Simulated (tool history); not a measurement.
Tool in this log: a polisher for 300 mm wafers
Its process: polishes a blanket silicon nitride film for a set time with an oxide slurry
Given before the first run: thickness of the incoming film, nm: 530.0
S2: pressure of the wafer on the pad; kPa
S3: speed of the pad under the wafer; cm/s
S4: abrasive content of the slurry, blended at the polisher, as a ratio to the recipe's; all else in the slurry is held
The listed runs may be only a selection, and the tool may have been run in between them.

Run 1, hour 0.0: flow of slurry (ml/min) 215, S2 33.1 kPa, S3 112 cm/s, S4 1.0, polishing time (s) 30. Result: film removed (nm) 27.742.
Run 2, hour 7.4: flow of slurry (ml/min) 215, S2 33.1 kPa, S3 112 cm/s, S4 1.0, polishing time (s) 27. Result: film removed (nm) 24.956.
Run 3, hour 15.2: flow of slurry (ml/min) 215, S2 29.6 kPa, S3 112 cm/s, S4 1.0, polishing time (s) 27. Result: film removed (nm) 23.567.
Run 4, hour 19.4: flow of slurry (ml/min) 215, S2 35.2 kPa, S3 112 cm/s, S4 1.0, polishing time (s) 27. Result: film removed (nm) 26.611.
Run 5, hour 23.1: flow of slurry (ml/min) 215, S2 35.2 kPa, S3 138 cm/s, S4 1.0, polishing time (s) 27. Result: film removed (nm) 30.997.
Run 6, hour 27.3: flow of slurry (ml/min) 215, S2 29.0 kPa, S3 138 cm/s, S4 1.0, polishing time (s) 27. Result: film removed (nm) 26.736.
Run 7, hour 35.5: flow of slurry (ml/min) 215, S2 25.5 kPa, S3 132 cm/s, S4 1.0, polishing time (s) 27. Result: film removed (nm) 23.319.
Run 8, hour 41.7: flow of slurry (ml/min) 215, S2 22.8 kPa, S3 128 cm/s, S4 1.0, polishing time (s) 27. Result: film removed (nm) 21.165.
Run 9, hour 48.6: flow of slurry (ml/min) 215, S2 20.7 kPa, S3 124 cm/s, S4 1.0, polishing time (s) 27. Result: film removed (nm) 19.391.

Run 10 is up next; what results do you expect?
Run 10, hour 50.2: flow of slurry (ml/min) 215, S2 19.3 kPa, S3 122 cm/s, S4 1.0, polishing time (s) 27. Result: film removed (nm) ?.

{"run 10": {"film removed (nm)": 18.17}}
